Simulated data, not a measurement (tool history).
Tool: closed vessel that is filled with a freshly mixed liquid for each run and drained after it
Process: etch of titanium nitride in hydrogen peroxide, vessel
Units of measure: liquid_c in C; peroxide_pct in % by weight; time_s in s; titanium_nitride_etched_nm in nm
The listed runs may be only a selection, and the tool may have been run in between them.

run	hour	liquid_c	peroxide_pct	time_s	titanium_nitride_etched_nm
1	0	49	16.5	1670	66.673
2	9.3	51.5	16.5	1670	79.604
3	17.1	51.5	19.5	1670	82.544
4	24.2	53.5	19.5	1670	95.474
5	28.9	54.5	19.5	1670	102.23
6	35.5	54.5	17.5	1670	98.47
7	38.6	54.5	17.5	1670	99.36
8	42.2	55.5	17.5	1670	106.35

Run 9, settings as shown, results not yet in. Your forecast:
9	50.9	55.5	17.5	1670	?

titanium_nitride_etched_nm: 105.74 nm

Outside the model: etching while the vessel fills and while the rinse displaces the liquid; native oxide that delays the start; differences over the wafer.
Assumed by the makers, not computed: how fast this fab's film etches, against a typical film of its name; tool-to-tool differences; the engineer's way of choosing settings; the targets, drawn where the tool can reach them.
